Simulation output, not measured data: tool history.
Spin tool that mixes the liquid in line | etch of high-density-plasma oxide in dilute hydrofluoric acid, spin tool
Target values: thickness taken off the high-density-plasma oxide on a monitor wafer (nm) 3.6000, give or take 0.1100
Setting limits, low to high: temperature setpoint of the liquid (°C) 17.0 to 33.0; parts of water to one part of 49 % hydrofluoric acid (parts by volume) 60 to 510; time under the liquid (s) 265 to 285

| run | hour | temperature setpoint of the liquid (°C) | parts of water to one part of 49 % hydrofluoric acid (parts by volume) | time under the liquid (s) | thickness taken off the high-density-plasma oxide on a monitor wafer (nm) |
|---|---|---|---|---|---|
| 1 | 0.0 | 25.0 | 285 | 265 | 5.3557 |
| 2 | 4.5 | 22.0 | 285 | 265 | 4.8466 |
| 3 | 9.1 | 21.0 | 290 | 265 | 4.6129 |
| 4 | 17.3 | 21.0 | 290 | 265 | 4.6213 |
| 5 | 24.1 | 20.5 | 295 | 265 | 4.3860 |
| 6 | 25.0 | 20.0 | 300 | 265 | 4.2309 |
| 7 | 27.7 | 19.5 | 305 | 265 | 4.0799 |
| 8 | 36.5 | 19.0 | 305 | 265 | 3.9684 |
| 9 | 40.6 | 18.5 | 305 | 265 | 3.9425 |

Exercise: of the 5 proposed moves below, exactly one satisfies all targets within the stated allowed misses. Which move is it?
| A | 44.7 | 18.0 | 320 | 265 | ? |
| B | 44.7 | 18.0 | 275 | 265 | ? |
| C | 44.7 | 18.5 | 285 | 285 | ? |
| D | 44.7 | 22.0 | 325 | 265 | ? |
| E | 44.7 | 20.5 | 300 | 265 | ? |

| move | thickness taken off the high-density-plasma oxide on a monitor wafer (nm) |
|---|---|
| A | 3.5795 |
| B | 4.3288 |
| C | 4.5378 |
| D | 4.0538 |
| E | 4.2581 |
A: all results in spec
B: lands further from the targets than the last run did
C: lands further from the targets than the last run did
D: lands further from the targets than the last run did
E: lands further from the targets than the last run did
A meets every target.
